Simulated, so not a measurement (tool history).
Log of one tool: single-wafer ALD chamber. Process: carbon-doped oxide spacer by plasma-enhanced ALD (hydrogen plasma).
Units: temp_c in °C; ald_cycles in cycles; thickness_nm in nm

run 1 hour=0 | temp_c=390 ald_cycles=538 | thickness_nm=25.261
run 2 hour=5.1 | temp_c=390 ald_cycles=567 | thickness_nm=26.7
run 3 hour=14 | temp_c=390 ald_cycles=588 | thickness_nm=27.484
run 4 hour=23.3 | temp_c=390 ald_cycles=607 | thickness_nm=28.121
run 5 hour=32.5 | temp_c=382 ald_cycles=607 | thickness_nm=28.458
run 6 hour=41.3 | temp_c=382 ald_cycles=621 | thickness_nm=29.163
run 7 hour=50.5 | temp_c=382 ald_cycles=631 | thickness_nm=29.639

Forecast run 8:
run 8 hour=56.6 | temp_c=382 ald_cycles=638 | thickness_nm=?

Run 8 gave thickness_nm 29.795 nm.
